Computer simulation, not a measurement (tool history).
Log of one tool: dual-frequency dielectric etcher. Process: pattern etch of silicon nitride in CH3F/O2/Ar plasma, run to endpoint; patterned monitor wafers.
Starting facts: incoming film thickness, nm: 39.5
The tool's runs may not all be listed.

run,hour,source power (kW),bias power (kW),endpoint time (s)
1,0.0,0.290,0.082,64.853
2,3.3,0.290,0.068,69.729
3,8.3,0.250,0.068,75.462
4,13.4,0.290,0.068,69.359
5,15.2,0.330,0.068,64.379
6,19.8,0.380,0.068,59.740

What will run 7 give?
7,22.5,0.320,0.059,?

endpoint time (s): 69.040
